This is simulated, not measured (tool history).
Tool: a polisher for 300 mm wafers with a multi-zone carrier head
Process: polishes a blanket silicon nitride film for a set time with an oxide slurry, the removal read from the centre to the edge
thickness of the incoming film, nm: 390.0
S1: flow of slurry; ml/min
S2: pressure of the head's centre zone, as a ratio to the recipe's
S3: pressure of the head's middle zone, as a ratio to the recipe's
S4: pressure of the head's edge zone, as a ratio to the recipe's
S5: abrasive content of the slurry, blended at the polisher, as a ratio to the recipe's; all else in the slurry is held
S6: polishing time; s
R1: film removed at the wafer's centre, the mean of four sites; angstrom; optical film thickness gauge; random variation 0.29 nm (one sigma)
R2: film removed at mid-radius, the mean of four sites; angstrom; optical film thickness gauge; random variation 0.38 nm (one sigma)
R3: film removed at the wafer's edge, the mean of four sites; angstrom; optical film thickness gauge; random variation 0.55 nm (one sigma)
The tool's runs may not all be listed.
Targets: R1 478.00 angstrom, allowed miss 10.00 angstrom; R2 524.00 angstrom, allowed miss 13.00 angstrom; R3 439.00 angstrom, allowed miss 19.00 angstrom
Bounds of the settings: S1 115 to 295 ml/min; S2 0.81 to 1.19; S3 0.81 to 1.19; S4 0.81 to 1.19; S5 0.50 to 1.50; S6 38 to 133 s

run,hour,S1,S2,S3,S4,S5,S6,R1,R2,R3
1,0.0,190,1.00,1.00,1.00,1.00,85,581.17,586.42,585.52
2,1.9,190,1.00,1.00,1.00,1.00,106,720.70,716.29,707.22
3,6.9,165,1.00,1.00,1.00,1.00,106,701.70,706.97,703.18
4,10.1,205,1.00,1.00,1.00,1.00,106,730.52,726.03,721.60
5,13.6,200,1.00,1.01,0.97,0.95,104,701.76,693.46,671.94
6,21.1,195,0.99,1.02,0.95,0.90,103,666.44,678.01,650.12
7,29.7,195,0.99,1.03,0.93,0.85,101,641.35,649.66,609.82
8,34.9,195,0.98,1.04,0.91,0.80,100,610.44,640.29,602.39
9,36.7,200,0.99,1.06,0.90,0.75,97,582.70,618.15,549.17
10,45.4,200,0.99,1.06,0.89,0.70,96,559.98,593.99,530.84
11,53.8,195,0.99,1.07,0.88,0.65,95,537.80,576.30,506.65
12,62.7,190,0.99,1.07,0.87,0.65,95,533.51,574.22,513.94
13,69.1,195,0.99,1.07,0.87,0.65,94,528.91,565.32,505.78
14,75.9,175,1.00,1.11,0.81,0.50,91,453.23,495.96,416.67
15,77.7,180,1.00,1.11,0.81,0.50,91,452.50,497.36,414.86
16,83.5,185,1.00,1.11,0.81,0.50,91,461.42,492.70,414.63
17,89.3,190,1.00,1.11,0.82,0.50,91,460.07,497.64,416.72
18,95.5,195,1.00,1.11,0.83,0.50,91,458.54,500.28,415.92
19,100.7,200,1.00,1.11,0.84,0.50,91,466.03,503.07,431.96
20,101.4,205,1.00,1.11,0.84,0.50,91,458.02,507.01,418.31
21,108.7,205,1.00,1.11,0.85,0.50,91,470.84,510.05,423.03
22,116.0,205,1.00,1.11,0.86,0.50,91,465.91,509.58,431.05
23,123.6,210,1.00,1.11,0.86,0.50,91,468.16,509.32,428.47
24,129.5,215,1.00,1.11,0.86,0.50,91,467.22,507.83,434.25

Which of these 4 next moves meets every target?
A,135.4,260,0.98,1.10,0.84,0.60,85,?,?,?
B,135.4,225,0.95,1.18,0.87,0.50,93,?,?,?
C,135.4,210,0.94,0.99,0.87,0.50,104,?,?,?
D,135.4,195,1.13,1.19,0.82,0.50,90,?,?,?

move,R1,R2,R3
A,477.36,529.28,435.78
B,460.30,557.95,440.54
C,504.66,532.70,490.89
D,509.50,534.08,409.83
A: meets every target
B: takes the result that was furthest off past its target
C: brings the result that was furthest off to its target, and leaves another outside
D: brings the result that was furthest off to its target, and leaves another outside
Answer: A

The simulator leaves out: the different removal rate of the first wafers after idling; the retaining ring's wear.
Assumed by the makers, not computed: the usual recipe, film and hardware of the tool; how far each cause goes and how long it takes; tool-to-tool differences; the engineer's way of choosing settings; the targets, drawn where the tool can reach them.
